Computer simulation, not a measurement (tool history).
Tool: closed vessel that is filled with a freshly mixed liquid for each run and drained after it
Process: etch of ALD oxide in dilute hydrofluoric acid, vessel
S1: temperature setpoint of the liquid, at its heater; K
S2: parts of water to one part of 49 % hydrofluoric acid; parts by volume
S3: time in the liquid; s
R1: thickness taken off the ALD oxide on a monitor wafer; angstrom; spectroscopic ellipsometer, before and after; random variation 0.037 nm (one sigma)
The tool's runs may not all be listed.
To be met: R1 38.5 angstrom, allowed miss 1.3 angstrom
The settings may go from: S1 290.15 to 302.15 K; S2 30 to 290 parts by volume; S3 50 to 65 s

| run | hour | S1 | S2 | S3 | R1 |
|---|---|---|---|---|---|
| 1 | 0 | 294.15 | 160 | 65 | 68.323 |
| 2 | 1.5 | 294.15 | 120 | 65 | 95.767 |
| 3 | 5.4 | 296.15 | 120 | 65 | 105.45 |
| 4 | 9.4 | 296.15 | 80 | 65 | 161.49 |
| 5 | 10 | 296.15 | 80 | 65 | 164.51 |
| 6 | 15.2 | 296.15 | 80 | 65 | 164.15 |
| 7 | 17.4 | 295.15 | 105 | 65 | 116.28 |
| 8 | 19.9 | 291.15 | 170 | 65 | 56.634 |
| 9 | 28.3 | 291.15 | 180 | 65 | 53.843 |
| 10 | 35.9 | 291.15 | 190 | 65 | 50.181 |
| 11 | 40.8 | 291.15 | 195 | 65 | 48.454 |
| 12 | 48.9 | 291.15 | 200 | 65 | 47.332 |

5 next moves are on the table. One of them brings every result within its allowed miss. Which?
| A | 57 | 291.65 | 165 | 65 | ? |
| B | 57 | 290.15 | 230 | 65 | ? |
| C | 57 | 290.65 | 255 | 65 | ? |
| D | 57 | 291.15 | 215 | 65 | ? |
| E | 57 | 291.15 | 170 | 50 | ? |

| move | R1 |
|---|---|
| A | 58.836 |
| B | 37.427 |
| C | 33.669 |
| D | 42.208 |
| E | 42.846 |
A: further off than the last run
B: meets every target
C: takes the result that was furthest off past its target
D: nearer than the last run, and not there yet
E: nearer than the last run, and not there yet
Answer: B

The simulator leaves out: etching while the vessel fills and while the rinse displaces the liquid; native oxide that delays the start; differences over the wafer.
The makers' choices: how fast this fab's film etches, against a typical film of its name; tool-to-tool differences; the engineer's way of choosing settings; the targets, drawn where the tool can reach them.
